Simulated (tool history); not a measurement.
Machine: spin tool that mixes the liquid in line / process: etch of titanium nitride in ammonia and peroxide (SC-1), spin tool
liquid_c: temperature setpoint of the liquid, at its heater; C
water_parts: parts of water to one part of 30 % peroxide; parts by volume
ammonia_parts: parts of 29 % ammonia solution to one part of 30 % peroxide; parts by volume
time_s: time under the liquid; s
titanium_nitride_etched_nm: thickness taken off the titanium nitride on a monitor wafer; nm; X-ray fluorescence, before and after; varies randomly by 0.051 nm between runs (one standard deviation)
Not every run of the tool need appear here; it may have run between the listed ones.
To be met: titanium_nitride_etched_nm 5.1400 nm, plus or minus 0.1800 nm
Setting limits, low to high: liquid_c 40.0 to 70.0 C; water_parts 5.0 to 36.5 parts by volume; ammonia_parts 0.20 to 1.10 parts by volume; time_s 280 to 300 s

run	day	liquid_c	water_parts	ammonia_parts	time_s	titanium_nitride_etched_nm
1	0.000	56.0	20.5	0.60	280	9.2419
2	0.229	54.5	20.5	0.60	280	8.4881
3	0.362	53.0	20.5	0.60	280	7.5631
4	0.421	53.0	20.5	0.65	280	7.7842
5	0.646	53.0	20.5	0.65	300	8.3452
6	0.933	53.0	18.0	0.65	300	8.8315
7	1.067	51.5	18.0	0.65	300	8.1355
8	1.212	50.5	18.0	0.65	300	7.4394
9	1.246	49.5	18.0	0.65	300	6.8257
10	1.596	44.5	18.0	0.65	300	4.8982

Which one of the following 5 next-run settings gets every result inside its allowed miss? There is exactly one.
A	1.946	46.5	20.5	0.85	280	?
B	1.946	45.0	24.0	0.85	300	?
C	1.946	46.5	21.5	0.65	280	?
D	1.946	43.0	14.0	0.60	280	?
E	1.946	44.5	20.5	0.85	290	?

move	titanium_nitride_etched_nm
A	5.1531
B	4.5448
C	4.7819
D	4.6352
E	4.6245
A: in spec on every target
B: lands further from the targets than the last run did
C: lands further from the targets than the last run did
D: lands further from the targets than the last run did
E: lands further from the targets than the last run did
The right move is A.

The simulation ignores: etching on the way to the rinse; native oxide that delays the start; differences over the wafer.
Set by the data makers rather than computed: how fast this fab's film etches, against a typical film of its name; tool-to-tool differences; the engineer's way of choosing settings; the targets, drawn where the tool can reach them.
